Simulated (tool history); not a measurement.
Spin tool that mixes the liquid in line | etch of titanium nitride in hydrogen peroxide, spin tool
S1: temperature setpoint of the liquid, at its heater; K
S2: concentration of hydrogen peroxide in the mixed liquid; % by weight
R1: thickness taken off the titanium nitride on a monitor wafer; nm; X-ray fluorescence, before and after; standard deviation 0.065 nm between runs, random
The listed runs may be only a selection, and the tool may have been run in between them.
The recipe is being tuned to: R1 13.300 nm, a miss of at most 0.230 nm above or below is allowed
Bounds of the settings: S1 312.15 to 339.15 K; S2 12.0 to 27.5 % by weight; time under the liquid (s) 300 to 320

{"run": 1, "hour": 0.0, "S1": 328.15, "S2": 18.5, "time under the liquid (s)": 300, "R1": 21.899}
{"run": 2, "hour": 1.9, "S1": 328.15, "S2": 18.5, "time under the liquid (s)": 320, "R1": 23.292}
{"run": 3, "hour": 6.3, "S1": 323.15, "S2": 18.5, "time under the liquid (s)": 320, "R1": 16.319}
{"run": 4, "hour": 13.7, "S1": 323.15, "S2": 18.5, "time under the liquid (s)": 300, "R1": 15.241}
{"run": 5, "hour": 15.8, "S1": 323.15, "S2": 18.5, "time under the liquid (s)": 300, "R1": 15.28}
{"run": 6, "hour": 22.6, "S1": 327.65, "S2": 18.5, "time under the liquid (s)": 300, "R1": 21.014}
{"run": 7, "hour": 31.5, "S1": 326.15, "S2": 18.5, "time under the liquid (s)": 300, "R1": 18.846}
{"run": 8, "hour": 32.8, "S1": 325.15, "S2": 18.5, "time under the liquid (s)": 300, "R1": 17.584}
{"run": 9, "hour": 39.3, "S1": 324.15, "S2": 18.5, "time under the liquid (s)": 300, "R1": 16.388}
{"run": 10, "hour": 41.9, "S1": 323.65, "S2": 18.5, "time under the liquid (s)": 300, "R1": 15.753}
{"run": 11, "hour": 45.4, "S1": 323.15, "S2": 18.5, "time under the liquid (s)": 300, "R1": 15.126}

Of the 4 settings listed for the next run, only one would bring every result within its allowed miss of target. Which one?
{"run": "A", "hour": 48.9, "S1": 320.65, "S2": 18.5, "time under the liquid (s)": 300, "R1": "?"}
{"run": "B", "hour": 48.9, "S1": 320.15, "S2": 17.0, "time under the liquid (s)": 320, "R1": "?"}
{"run": "C", "hour": 48.9, "S1": 320.65, "S2": 19.0, "time under the liquid (s)": 300, "R1": "?"}
{"run": "D", "hour": 48.9, "S1": 321.65, "S2": 12.0, "time under the liquid (s)": 320, "R1": "?"}

move=A R1=12.713
move=B R1=12.839
move=C R1=12.786
move=D R1=13.319
A: the result that was furthest off in the last run now lies on the other side of its target
B: the result that was furthest off in the last run now lies on the other side of its target
C: the result that was furthest off in the last run now lies on the other side of its target
D: every result within its allowed miss
Go with D: it meets all targets.

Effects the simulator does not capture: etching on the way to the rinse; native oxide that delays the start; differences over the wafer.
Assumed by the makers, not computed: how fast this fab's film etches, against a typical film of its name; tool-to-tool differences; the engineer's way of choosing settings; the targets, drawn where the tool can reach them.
